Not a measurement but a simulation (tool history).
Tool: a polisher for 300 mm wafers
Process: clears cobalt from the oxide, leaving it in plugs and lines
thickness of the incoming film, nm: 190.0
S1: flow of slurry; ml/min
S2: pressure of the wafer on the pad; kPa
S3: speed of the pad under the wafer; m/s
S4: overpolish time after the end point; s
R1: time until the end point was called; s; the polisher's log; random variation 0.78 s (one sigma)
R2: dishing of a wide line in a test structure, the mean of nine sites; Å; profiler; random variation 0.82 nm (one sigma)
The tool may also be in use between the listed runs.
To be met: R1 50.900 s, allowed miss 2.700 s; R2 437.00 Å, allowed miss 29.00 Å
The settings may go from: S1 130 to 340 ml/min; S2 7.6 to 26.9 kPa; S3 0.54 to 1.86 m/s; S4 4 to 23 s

| run | hour | S1 | S2 | S3 | S4 | R1 | R2 |
|---|---|---|---|---|---|---|---|
| 1 | 0.0 | 220 | 17.2 | 1.18 | 12 | 27.964 | 475.43 |
| 2 | 1.8 | 220 | 15.2 | 1.16 | 13 | 31.707 | 467.13 |
| 3 | 9.3 | 220 | 13.8 | 1.14 | 14 | 36.111 | 437.68 |
| 4 | 15.0 | 220 | 13.8 | 1.14 | 10 | 35.616 | 378.71 |
| 5 | 18.2 | 220 | 12.4 | 1.12 | 12 | 39.778 | 391.57 |
| 6 | 22.7 | 220 | 10.3 | 1.12 | 12 | 47.313 | 350.01 |
| 7 | 24.5 | 220 | 10.3 | 1.12 | 14 | 46.889 | 403.60 |
| 8 | 29.5 | 220 | 9.0 | 1.12 | 16 | 55.804 | 388.37 |

4 next moves are on the table. One of them brings every result within its allowed miss. Which?
| A | 34.5 | 225 | 10.3 | 1.20 | 16 | ? | ? |
| B | 34.5 | 250 | 9.7 | 1.08 | 13 | ? | ? |
| C | 34.5 | 210 | 11.0 | 0.98 | 18 | ? | ? |
| D | 34.5 | 255 | 12.4 | 1.02 | 11 | ? | ? |

| move | R1 | R2 |
|---|---|---|
| A | 44.698 | 431.12 |
| B | 52.201 | 350.13 |
| C | 51.587 | 425.95 |
| D | 43.317 | 354.04 |
A: takes the result that was furthest off past its target
B: brings the result that was furthest off to its target, and leaves another outside
C: meets every target
D: takes the result that was furthest off past its target
The right move is C.

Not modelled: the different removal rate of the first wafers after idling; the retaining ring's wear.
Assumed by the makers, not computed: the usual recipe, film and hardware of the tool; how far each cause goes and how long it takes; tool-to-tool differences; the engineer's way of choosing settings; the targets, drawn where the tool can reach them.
